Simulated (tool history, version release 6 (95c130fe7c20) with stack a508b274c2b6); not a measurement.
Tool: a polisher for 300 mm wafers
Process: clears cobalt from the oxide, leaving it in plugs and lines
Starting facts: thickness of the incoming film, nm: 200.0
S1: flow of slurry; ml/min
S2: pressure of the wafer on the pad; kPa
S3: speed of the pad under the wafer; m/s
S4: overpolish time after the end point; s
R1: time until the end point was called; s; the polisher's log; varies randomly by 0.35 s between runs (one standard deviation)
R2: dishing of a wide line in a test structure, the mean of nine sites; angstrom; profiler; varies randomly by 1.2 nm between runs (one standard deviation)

run	hour	S1	S2	S3	S4	R1	R2
1	0.0	290	13.8	1.22	25	36.024	661.49
2	7.6	290	13.8	1.22	21	36.646	607.74
3	8.5	290	15.2	1.22	21	32.875	661.66
4	13.4	290	12.4	1.22	21	39.584	607.08
5	15.5	290	13.8	1.22	21	36.113	607.07
6	23.8	290	13.8	1.10	21	40.419	584.86
7	31.3	295	15.9	1.10	9	34.578	387.49

The next listed run, before its measurement:
8	36.8	295	15.9	1.10	11	?	?

R1: 34.710 s
R2: 449.37 angstrom
